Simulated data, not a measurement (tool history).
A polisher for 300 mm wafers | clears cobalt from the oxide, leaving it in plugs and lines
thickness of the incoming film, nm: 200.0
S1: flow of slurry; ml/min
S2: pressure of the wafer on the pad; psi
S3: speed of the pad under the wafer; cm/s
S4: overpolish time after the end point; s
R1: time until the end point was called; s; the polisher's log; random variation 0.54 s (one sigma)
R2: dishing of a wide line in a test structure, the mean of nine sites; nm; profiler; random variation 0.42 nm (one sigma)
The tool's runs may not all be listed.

run 1 day=0 | S1=230 S2=2 S3=78 S4=29 | R1=43.58 R2=40.067
run 2 day=0.333 | S1=200 S2=2 S3=78 S4=29 | R1=45.614 R2=39.889
run 3 day=0.708 | S1=200 S2=2 S3=78 S4=38 | R1=44.551 R2=41.345
run 4 day=0.775 | S1=200 S2=2 S3=78 S4=27 | R1=45.268 R2=39.744
run 5 day=0.812 | S1=200 S2=2 S3=96 S4=27 | R1=37.053 R2=41.014
run 6 day=0.9 | S1=195 S2=1.9 S3=96 S4=29 | R1=39.267 R2=40.944
-- day=0.988 head pressure recalibrated
run 7 day=0.988 | S1=195 S2=1.9 S3=96 S4=29 | R1=40.106 R2=40.599
run 8 day=1.2 | S1=190 S2=1.8 S3=96 S4=31 | R1=41.194 R2=40.494
run 9 day=1.442 | S1=185 S2=1.7 S3=96 S4=34 | R1=43.392 R2=41.61
run 10 day=1.612 | S1=185 S2=1.6 S3=96 S4=34 | R1=45.15 R2=40.891

Run 11 comes next. What will it give?
run 11 day=1.812 | S1=180 S2=1.5 S3=96 S4=34 | R1=? R2=?

R1: 47.791 s
R2: 41.275 nm
